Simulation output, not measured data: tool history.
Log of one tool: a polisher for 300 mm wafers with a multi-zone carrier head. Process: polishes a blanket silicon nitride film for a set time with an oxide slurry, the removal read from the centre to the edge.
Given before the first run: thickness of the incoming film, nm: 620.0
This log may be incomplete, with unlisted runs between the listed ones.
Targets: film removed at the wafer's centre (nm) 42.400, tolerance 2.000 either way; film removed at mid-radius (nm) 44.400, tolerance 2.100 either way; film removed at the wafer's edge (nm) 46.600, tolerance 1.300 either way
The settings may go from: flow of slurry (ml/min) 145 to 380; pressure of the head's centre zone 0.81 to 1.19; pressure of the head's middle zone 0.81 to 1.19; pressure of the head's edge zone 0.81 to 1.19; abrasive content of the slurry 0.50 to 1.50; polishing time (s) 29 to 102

run  hour  flow of slurry (ml/min)  pressure of the head's centre zone  pressure of the head's middle zone  pressure of the head's edge zone  abrasive content of the slurry  polishing time (s)  film removed at the wafer's centre (nm)  film removed at mid-radius (nm)  film removed at the wafer's edge (nm)
  1   0.0                      245                                1.00                                1.00                              1.00                            1.00                  65                                   64.754                           62.808                                 62.407
  2   3.0                      240                                0.97                                0.98                              0.98                            0.90                  65                                   58.092                           57.955                                 57.698
  3   6.7                      240                                0.93                                0.98                              0.98                            0.90                  65                                   56.493                           56.358                                 57.652
  4  11.5                      240                                0.93                                0.98                              0.94                            0.90                  65                                   56.040                           58.416                                 56.541
  5  14.4                      240                                0.88                                0.98                              0.94                            0.90                  65                                   53.928                           58.050                                 57.418
  6  19.8                      240                                0.83                                0.98                              0.94                            0.90                  65                                   51.775                           55.388                                 56.505
  7  24.2                      240                                0.83                                0.98                              0.94                            0.90                  65                                   51.369                           56.871                                 56.230
  8  27.7                      240                                0.83                                0.98                              0.94                            0.90                  65                                   53.051                           57.005                                 55.890
  9  32.0                      230                                0.83                                0.96                              0.93                            0.85                  65                                   49.461                           53.515                                 53.851
 10  34.3                      220                                0.83                                0.94                              0.91                            0.85                  65                                   48.043                           51.916                                 53.050
 11  39.9                      215                                0.84                                0.92                              0.89                            0.80                  65                                   45.826                           48.660                                 49.324
 12  45.3                      175                                0.81                                0.85                              0.87                            0.80                  65                                   43.905                           44.179                                 49.033
 13  47.3                      175                                0.81                                0.86                              0.86                            0.80                  65                                   44.601                           45.010                                 48.385
 14  50.8                      175                                0.81                                0.87                              0.86                            0.80                  65                                   45.169                           44.648                                 48.224
 15  56.3                      145                                0.81                                0.97                              0.94                            0.65                  65                                   34.020                           38.207                                 39.096
 16  63.4                      215                                0.81                                0.91                              0.92                            0.70                  65                                   39.093                           41.696                                 44.022
 17  66.9                      225                                0.82                                0.91                              0.92                            0.70                  65                                   39.761                           41.958                                 44.320

Exercise: of the 4 proposed moves below, exactly one satisfies all targets within the stated allowed misses. Which move is it?
  A  70.4                      235                                0.93                                0.81                              0.86                            0.90                  56                                        ?                                ?                                      ?
  B  70.4                      215                                0.81                                0.91                              0.90                            0.65                  67                                        ?                                ?                                      ?
  C  70.4                      280                                0.86                                1.00                              0.95                            1.10                  43                                        ?                                ?                                      ?
  D  70.4                      210                                0.84                                0.91                              0.93                            0.80                  60                                        ?                                ?                                      ?

move  film removed at the wafer's centre (nm)  film removed at mid-radius (nm)  film removed at the wafer's edge (nm)
   A                                   47.802                           41.536                                 47.176
   B                                   36.713                           38.969                                 41.081
   C                                   40.546                           44.378                                 44.000
   D                                   42.346                           43.761                                 46.874
A: the worst result of the last run now meets its target, but another is out of spec
B: lands further from the targets than the last run did
C: lands further from the targets than the last run did
D: all results in spec
So the answer is move D, the one that meets all the targets.
